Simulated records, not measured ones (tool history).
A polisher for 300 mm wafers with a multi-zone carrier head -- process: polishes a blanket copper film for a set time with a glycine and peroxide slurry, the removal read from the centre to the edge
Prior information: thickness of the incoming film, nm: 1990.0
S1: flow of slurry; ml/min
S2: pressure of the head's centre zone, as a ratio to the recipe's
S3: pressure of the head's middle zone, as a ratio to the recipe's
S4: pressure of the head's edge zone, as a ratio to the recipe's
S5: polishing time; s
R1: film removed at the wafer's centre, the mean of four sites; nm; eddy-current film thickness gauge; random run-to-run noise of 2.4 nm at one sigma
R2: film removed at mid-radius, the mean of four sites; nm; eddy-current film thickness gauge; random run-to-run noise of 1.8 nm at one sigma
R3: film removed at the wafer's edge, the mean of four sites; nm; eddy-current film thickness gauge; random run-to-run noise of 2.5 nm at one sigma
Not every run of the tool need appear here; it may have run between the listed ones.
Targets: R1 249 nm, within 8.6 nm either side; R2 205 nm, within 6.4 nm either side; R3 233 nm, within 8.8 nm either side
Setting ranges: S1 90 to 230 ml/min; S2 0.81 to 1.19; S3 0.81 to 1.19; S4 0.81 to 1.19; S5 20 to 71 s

run  hour   S1    S2    S3    S4  S5      R1      R2      R3
  1     0  150     1     1     1  45  165.77  172.13  165.97
  2   8.8  155  1.02  0.98  1.03  47  175.53  177.88  174.22
  3  15.3  155  1.02  0.98  1.03  40  149.54  151.35  151.76
  4  16.5  180  1.02  0.98  1.03  40  154.87   153.3  155.34
  5  18.8  180  1.05  0.98  1.03  40  156.08  152.64  153.27
  6  24.6  185  1.07  0.96  1.05  43  172.51   163.7  165.57
  7  25.7  190  1.08  0.93  1.07  45  184.11  165.42  175.85
  8  31.6  195  1.09  0.92  1.09  47  196.04  177.34     185
  9  38.5  200  1.09   0.9  1.11  48  199.72  173.74  196.41
 10  39.4  205   1.1   0.9  1.12  49  206.48  176.88  195.53
 11    43  205   1.1   0.9  1.13  50  210.64  182.11     204
     48.4  -- slurry nozzle cleaned
 12  48.4  205  1.11   0.9  1.14  51  227.58  194.22   213.5
 13  56.7  205  1.11   0.9  1.15  51   223.8  193.87  215.07
 14  63.9  205  1.12   0.9  1.16  51  228.29  190.94  215.62
 15  66.2  205  1.13   0.9  1.17  53  235.05  199.08  230.56
 16  67.8  210  1.14   0.9  1.17  53  240.74  200.91  227.58

Which single option among these 5 for the next run brings every result within its allowed miss of target? Just one does.
  A  69.4  215  1.07  0.95  1.16  53   ?   ?   ?
  B  69.4  215  1.15  0.89  1.17  54   ?   ?   ?
  C  69.4  195  1.12   0.9  1.15  53   ?   ?   ?
  D  69.4  195  1.09  0.93  1.19  54   ?   ?   ?
  E  69.4  225  1.19   0.9  1.07  52   ?   ?   ?

move      R1      R2      R3
   A  226.82  209.87  226.15
   B  245.58  202.44  231.64
   C  232.43  198.11  223.25
   D  231.48  207.45  231.46
   E  245.02  197.84  213.96
A: the biggest miss grows against the last run
B: all results land within tolerance of their targets
C: the biggest miss grows against the last run
D: the biggest miss grows against the last run
E: gets the furthest-off result to its target, but another result is out of tolerance
B meets every target.

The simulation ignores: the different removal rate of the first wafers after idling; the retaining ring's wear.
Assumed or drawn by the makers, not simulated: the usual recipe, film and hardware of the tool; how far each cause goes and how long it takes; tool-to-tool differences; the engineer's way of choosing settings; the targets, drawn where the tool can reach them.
